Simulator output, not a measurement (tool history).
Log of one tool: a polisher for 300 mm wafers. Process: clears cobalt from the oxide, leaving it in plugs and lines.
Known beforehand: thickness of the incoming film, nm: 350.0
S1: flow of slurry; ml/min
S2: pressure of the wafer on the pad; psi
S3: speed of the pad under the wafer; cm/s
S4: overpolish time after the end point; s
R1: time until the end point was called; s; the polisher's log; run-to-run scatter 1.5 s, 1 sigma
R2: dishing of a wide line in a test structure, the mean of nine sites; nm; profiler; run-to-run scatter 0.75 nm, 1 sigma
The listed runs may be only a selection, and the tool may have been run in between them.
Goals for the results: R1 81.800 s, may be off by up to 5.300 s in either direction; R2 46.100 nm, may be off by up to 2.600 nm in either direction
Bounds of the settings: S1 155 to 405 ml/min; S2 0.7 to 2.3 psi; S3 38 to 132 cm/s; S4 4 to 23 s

| run | hour | S1 | S2 | S3 | S4 | R1 | R2 |
|---|---|---|---|---|---|---|---|
| 1 | 0.0 | 260 | 1.5 | 84 | 12 | 127.890 | 24.972 |
| 2 | 2.4 | 260 | 1.7 | 86 | 13 | 107.060 | 29.318 |
| 3 | 4.7 | 205 | 1.7 | 86 | 13 | 114.010 | 29.065 |
| 4 | 11.3 | 205 | 1.7 | 86 | 10 | 113.690 | 23.984 |
| 5 | 15.7 | 200 | 1.8 | 88 | 12 | 104.960 | 28.423 |
| 6 | 19.9 | 195 | 1.9 | 90 | 14 | 95.710 | 33.460 |
| 7 | 27.7 | 195 | 1.9 | 92 | 15 | 96.640 | 35.486 |
|  | 34.5 | head pressure recalibrated |
| 8 | 34.5 | 200 | 2.0 | 92 | 16 | 85.493 | 38.678 |
| 9 | 37.1 | 195 | 2.0 | 94 | 17 | 88.391 | 41.819 |
| 10 | 41.3 | 195 | 2.0 | 94 | 17 | 86.818 | 40.537 |

4 candidate next runs follow, results not yet known. Just one meets every target within its allowed miss. Identify it.
| A | 45.5 | 215 | 2.0 | 94 | 15 | ? | ? |
| B | 45.5 | 155 | 1.7 | 102 | 14 | ? | ? |
| C | 45.5 | 235 | 2.2 | 86 | 21 | ? | ? |
| D | 45.5 | 155 | 2.1 | 86 | 16 | ? | ? |

| move | R1 | R2 |
|---|---|---|
| A | 82.957 | 38.493 |
| B | 95.016 | 34.047 |
| C | 81.417 | 46.018 |
| D | 91.270 | 37.826 |
A: lands further from the targets than the last run did
B: lands further from the targets than the last run did
C: in spec on every target
D: lands further from the targets than the last run did
Move C is the one to make.
